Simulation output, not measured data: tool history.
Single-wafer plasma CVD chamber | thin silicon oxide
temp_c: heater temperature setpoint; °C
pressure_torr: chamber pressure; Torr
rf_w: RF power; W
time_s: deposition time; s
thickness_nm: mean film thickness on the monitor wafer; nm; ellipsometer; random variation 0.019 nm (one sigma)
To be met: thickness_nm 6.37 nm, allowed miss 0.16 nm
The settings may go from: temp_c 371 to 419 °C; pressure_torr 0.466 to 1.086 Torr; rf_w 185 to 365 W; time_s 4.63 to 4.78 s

| run | hour | temp_c | pressure_torr | rf_w | time_s | thickness_nm |
|---|---|---|---|---|---|---|
| 1 | 0 | 395 | 0.776 | 275 | 4.63 | 8.7779 |
| 2 | 0.7 | 395 | 0.776 | 275 | 4.78 | 9.0167 |
| 3 | 1.7 | 395 | 0.711 | 275 | 4.78 | 8.2526 |
| 4 | 10.5 | 395 | 0.845 | 275 | 4.78 | 9.7678 |
| 5 | 13.8 | 395 | 0.763 | 270 | 4.78 | 8.7777 |
| 6 | 15.1 | 395 | 0.763 | 230 | 4.78 | 7.8242 |
| 7 | 23.7 | 395 | 0.725 | 230 | 4.78 | 7.4262 |
| 8 | 24.4 | 395 | 0.59 | 225 | 4.77 | 5.8822 |
| 9 | 27 | 395 | 0.602 | 225 | 4.77 | 6.0138 |
| 10 | 30.2 | 395 | 0.611 | 225 | 4.77 | 6.095 |
| 11 | 32.7 | 395 | 0.618 | 225 | 4.77 | 6.1645 |
| 12 | 37.1 | 395 | 0.618 | 225 | 4.77 | 6.1685 |
| 13 | 37.8 | 395 | 0.618 | 225 | 4.77 | 6.1415 |

Which of these 5 next moves meets every target?
| A | 38.5 | 396 | 0.689 | 215 | 4.78 | ? |
| B | 38.5 | 388 | 0.683 | 195 | 4.78 | ? |
| C | 38.5 | 402 | 0.675 | 235 | 4.67 | ? |
| D | 38.5 | 396 | 0.594 | 245 | 4.78 | ? |
| E | 38.5 | 396 | 0.719 | 215 | 4.71 | ? |

| move | thickness_nm |
|---|---|
| A | 6.6546 |
| B | 6.0377 |
| C | 6.839 |
| D | 6.3389 |
| E | 6.8447 |
A: takes the result that was furthest off past its target
B: further off than the last run
C: takes the result that was furthest off past its target
D: meets every target
E: takes the result that was furthest off past its target
The right move is D.
